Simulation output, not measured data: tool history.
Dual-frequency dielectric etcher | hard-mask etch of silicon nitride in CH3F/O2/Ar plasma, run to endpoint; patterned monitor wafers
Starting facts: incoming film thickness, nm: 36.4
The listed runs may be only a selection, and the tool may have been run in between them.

run  hour  source power (kW)  bias power (kW)  endpoint time (s)
  1     0               0.49            0.088             45.033
  2   0.5               0.42            0.088             49.562
  3   9.3               0.34            0.088             58.682
  4  13.9               0.42            0.088             49.911
  5  14.5               0.46            0.088             46.379
  6  23.1               0.46            0.078             48.623
  7  31.4               0.45            0.078             48.658

Predict the results of run 8:
  8  33.3               0.44            0.078                  ?

Run 8 yielded endpoint time (s) 49.914.
